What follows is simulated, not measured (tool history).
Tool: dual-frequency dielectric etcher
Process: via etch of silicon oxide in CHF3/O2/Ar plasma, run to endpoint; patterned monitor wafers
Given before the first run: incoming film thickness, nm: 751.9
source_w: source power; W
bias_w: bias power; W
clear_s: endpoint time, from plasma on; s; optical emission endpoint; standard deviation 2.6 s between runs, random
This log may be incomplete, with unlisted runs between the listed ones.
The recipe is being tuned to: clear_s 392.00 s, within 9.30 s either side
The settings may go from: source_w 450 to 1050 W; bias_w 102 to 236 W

run    day  source_w  bias_w  clear_s
  1  0.000       750     169   333.68
  2  0.342       750     157   348.89
  3  0.529       720     156   354.25
  4  0.729       700     155   357.70
  5  1.062       700     172   339.52
  6  1.183       670     169   348.94
  7  1.404       640     167   358.17
  8  1.550       620     166   362.83
  9  1.642       620     166   359.63
 10  1.933       600     165   364.32
 11  2.142       580     164   371.94
 12  2.304       570     163   366.83
 13  2.346       560     161   376.74
 14  2.704       550     160   384.60

Which of these 4 next moves meets every target?
  A  3.062       510     173        ?
  B  3.062       470     191        ?
  C  3.062       520     156        ?
  D  3.062       720     153        ?

move  clear_s
   A   374.22
   B   365.31
   C   391.63
   D   356.63
A: further off than the last run
B: further off than the last run
C: meets every target
D: further off than the last run
The move that meets every target is C.
